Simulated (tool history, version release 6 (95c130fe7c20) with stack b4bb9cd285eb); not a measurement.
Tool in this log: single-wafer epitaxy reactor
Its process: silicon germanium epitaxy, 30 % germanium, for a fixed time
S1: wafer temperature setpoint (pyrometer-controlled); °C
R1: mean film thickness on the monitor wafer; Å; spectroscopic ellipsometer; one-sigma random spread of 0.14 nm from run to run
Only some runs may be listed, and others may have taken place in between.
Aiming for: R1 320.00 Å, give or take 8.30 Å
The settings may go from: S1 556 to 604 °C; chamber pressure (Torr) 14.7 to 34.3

run 1 hour=0.0 | S1=580 chamber_pressure_(Torr)=24.5 | R1=409.11
run 2 hour=2.6 | S1=573 chamber_pressure_(Torr)=24.5 | R1=356.68
run 3 hour=8.3 | S1=572 chamber_pressure_(Torr)=24.5 | R1=352.27
run 4 hour=14.3 | S1=572 chamber_pressure_(Torr)=26.0 | R1=360.59
run 5 hour=18.7 | S1=571 chamber_pressure_(Torr)=26.0 | R1=351.42
run 6 hour=24.4 | S1=562 chamber_pressure_(Torr)=26.0 | R1=300.53
run 7 hour=26.1 | S1=564 chamber_pressure_(Torr)=26.1 | R1=311.03
-- hour=31.9 pyrometer calibrated
run 8 hour=31.9 | S1=565 chamber_pressure_(Torr)=26.1 | R1=354.95

Which of these 4 next moves meets every target?
run A hour=37.7 | S1=566 chamber_pressure_(Torr)=29.8 | R1=?
run B hour=37.7 | S1=570 chamber_pressure_(Torr)=30.9 | R1=?
run C hour=37.7 | S1=562 chamber_pressure_(Torr)=23.0 | R1=?
run D hour=37.7 | S1=570 chamber_pressure_(Torr)=28.5 | R1=?

move=A R1=381.10
move=B R1=416.33
move=C R1=319.91
move=D R1=403.47
A: further off than the last run
B: further off than the last run
C: hits every target within its allowed miss
D: further off than the last run
C meets every target.
